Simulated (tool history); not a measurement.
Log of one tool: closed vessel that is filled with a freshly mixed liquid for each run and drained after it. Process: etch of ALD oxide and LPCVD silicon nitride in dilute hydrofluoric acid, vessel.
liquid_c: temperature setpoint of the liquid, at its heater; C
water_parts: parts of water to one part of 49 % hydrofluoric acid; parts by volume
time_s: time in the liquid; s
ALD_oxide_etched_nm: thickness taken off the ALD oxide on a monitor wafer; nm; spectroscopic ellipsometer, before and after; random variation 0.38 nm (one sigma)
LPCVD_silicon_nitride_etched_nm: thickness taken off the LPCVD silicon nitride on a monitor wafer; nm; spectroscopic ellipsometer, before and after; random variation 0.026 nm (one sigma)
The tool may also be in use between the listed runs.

| run | hour | liquid_c | water_parts | time_s | ALD_oxide_etched_nm | LPCVD_silicon_nitride_etched_nm |
|---|---|---|---|---|---|---|
| 1 | 0 | 23 | 120 | 580 | 55.283 | 2.1417 |
| 2 | 5.1 | 23 | 145 | 580 | 44.586 | 1.7948 |
| 3 | 11.7 | 23 | 145 | 340 | 25.824 | 1.0826 |
| 4 | 18.1 | 23 | 145 | 255 | 19.511 | 0.80451 |
| 5 | 23.8 | 23 | 160 | 255 | 17.151 | 0.7176 |
| 6 | 29.8 | 22.5 | 125 | 250 | 22.389 | 0.86697 |
| 7 | 37.9 | 23.5 | 95 | 240 | 30.057 | 1.1804 |
| 8 | 41.6 | 23 | 75 | 245 | 38.944 | 1.4795 |
| 9 | 43.1 | 22.5 | 65 | 240 | 43.646 | 1.5615 |

Forecast run 10:
| 10 | 48.3 | 22.5 | 60 | 240 | ? | ? |

ALD_oxide_etched_nm: 47.941 nm
LPCVD_silicon_nitride_etched_nm: 1.7558 nm
